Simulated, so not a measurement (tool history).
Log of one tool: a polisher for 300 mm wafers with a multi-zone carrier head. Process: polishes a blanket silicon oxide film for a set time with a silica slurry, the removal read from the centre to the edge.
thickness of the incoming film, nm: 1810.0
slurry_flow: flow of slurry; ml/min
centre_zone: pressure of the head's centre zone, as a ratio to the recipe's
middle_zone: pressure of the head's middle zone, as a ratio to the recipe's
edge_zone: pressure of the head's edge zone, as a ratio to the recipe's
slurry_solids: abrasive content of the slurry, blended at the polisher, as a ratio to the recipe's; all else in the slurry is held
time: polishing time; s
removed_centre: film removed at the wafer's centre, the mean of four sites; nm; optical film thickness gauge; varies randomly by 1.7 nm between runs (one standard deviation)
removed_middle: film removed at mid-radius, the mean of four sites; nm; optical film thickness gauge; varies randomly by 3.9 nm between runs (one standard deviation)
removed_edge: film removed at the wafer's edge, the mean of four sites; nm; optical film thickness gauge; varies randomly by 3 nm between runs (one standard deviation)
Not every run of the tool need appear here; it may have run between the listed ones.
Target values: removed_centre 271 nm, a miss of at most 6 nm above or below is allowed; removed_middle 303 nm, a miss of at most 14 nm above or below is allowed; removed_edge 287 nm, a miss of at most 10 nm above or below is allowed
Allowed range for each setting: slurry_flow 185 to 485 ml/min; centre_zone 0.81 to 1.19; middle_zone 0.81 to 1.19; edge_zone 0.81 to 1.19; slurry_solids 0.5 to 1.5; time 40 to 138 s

run    day  slurry_flow  centre_zone  middle_zone  edge_zone  slurry_solids  time  removed_centre  removed_middle  removed_edge
  1      0          310            1            1          1              1    88          452.26          470.69        486.42
  2  0.096          310         0.95            1          1              1    88           428.8          458.16        480.03
  3  0.171          310         0.95         0.97          1              1    88          430.16             434        479.29
  4  0.442          310         1.02         0.97          1              1    88          461.47          438.72        488.75
  5  0.604          315         0.98         0.98       0.94           0.85    82          385.78          385.67           399
  6  0.933          315         0.98         0.98       0.98           0.85    82          383.89          394.89         414.4
  7  1.233          310         0.93         0.98       0.92           0.75    81           341.8          366.85        371.86
  8  1.317          320         0.92         0.98       0.89           0.65    79          309.31          330.88        336.29

Below are 4 possible settings for the next run. Only one of them brings all results inside the allowed miss of their targets. Which is it?
  A  1.4          325         0.95         1.06        0.9            0.8    61               ?               ?             ?
  B  1.4          195         0.85         0.85       1.05            0.6    85               ?               ?             ?
  C  1.4          300         0.85         0.91       0.86            0.7    72               ?               ?             ?
  D  1.4          380         0.85         1.14       0.94            0.8    66               ?               ?             ?

move  removed_centre  removed_middle  removed_edge
   A           271.9          294.27        290.39
   B          285.92          289.22        373.06
   C          268.17          286.16         315.3
   D          265.62          341.93        322.34
A: each result inside its tolerance
B: the biggest miss grows against the last run
C: brings the result that was furthest off to its target, and leaves another outside
D: brings the result that was furthest off to its target, and leaves another outside
Go with A: it meets all targets.
